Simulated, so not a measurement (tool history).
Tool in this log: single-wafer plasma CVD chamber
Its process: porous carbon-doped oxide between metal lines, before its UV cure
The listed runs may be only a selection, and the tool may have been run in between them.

run	hour	heater temperature setpoint (K)	RF power (W)	deposition time (s)	mean film thickness on the monitor wafer (angstrom)
1	0.0	573.15	590	19.5	1258.2
2	3.2	568.15	595	19.5	1311.9
3	6.3	568.15	595	20.1	1345.7
4	14.8	566.15	595	20.1	1370.3
5	22.9	566.15	525	20.1	1243.8
6	25.0	566.15	525	20.1	1249.6
7	33.6	561.15	530	20.1	1302.6
8	41.1	561.15	530	20.1	1302.3
9	46.0	549.15	540	20.1	1433.2
10	47.2	550.15	540	20.1	1430.6
11	53.7	551.15	540	20.1	1420.5

For run 12, what comes out?
12	61.9	555.15	535	20.1	?

mean film thickness on the monitor wafer (angstrom): 1367.6
